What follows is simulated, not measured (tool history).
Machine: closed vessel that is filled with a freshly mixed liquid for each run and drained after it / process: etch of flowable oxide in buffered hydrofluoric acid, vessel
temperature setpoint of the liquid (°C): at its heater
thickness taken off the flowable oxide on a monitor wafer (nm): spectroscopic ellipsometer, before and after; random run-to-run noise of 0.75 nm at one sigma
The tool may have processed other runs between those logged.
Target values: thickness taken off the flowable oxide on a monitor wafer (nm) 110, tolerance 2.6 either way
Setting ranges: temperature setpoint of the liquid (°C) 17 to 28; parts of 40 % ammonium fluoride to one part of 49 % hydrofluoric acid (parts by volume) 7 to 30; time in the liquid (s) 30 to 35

run,hour,temperature setpoint of the liquid (°C),parts of 40 % ammonium fluoride to one part of 49 % hydrofluoric acid (parts by volume),time in the liquid (s),thickness taken off the flowable oxide on a monitor wafer (nm)
1,0,20,19,35,59.612
2,4.3,21.5,18,35,68.276
3,10.2,23,17.5,35,76.892
4,11.7,19.5,17.5,35,62.582
5,15.4,21.5,17,35,72.481
6,23.6,23,17,35,77.856
7,27.9,23,17,35,78.542
8,30.4,24,17,35,82.455
9,38.6,25,16.5,35,90.461
10,45,25.5,16.5,35,93.846

4 next moves are on the table. One of them brings every result within its allowed miss. Which?
A,51.4,21.5,13,30,?
B,51.4,28,16,35,?
C,51.4,26.5,16.5,35,?
D,51.4,28,18,35,?

move,thickness taken off the flowable oxide on a monitor wafer (nm)
A,80.586
B,109.18
C,97.757
D,97.248
A: moves away from the targets compared with the last run
B: meets every target
C: nearer than the last run, and not there yet
D: nearer than the last run, and not there yet
Correct choice: B, which meets every target

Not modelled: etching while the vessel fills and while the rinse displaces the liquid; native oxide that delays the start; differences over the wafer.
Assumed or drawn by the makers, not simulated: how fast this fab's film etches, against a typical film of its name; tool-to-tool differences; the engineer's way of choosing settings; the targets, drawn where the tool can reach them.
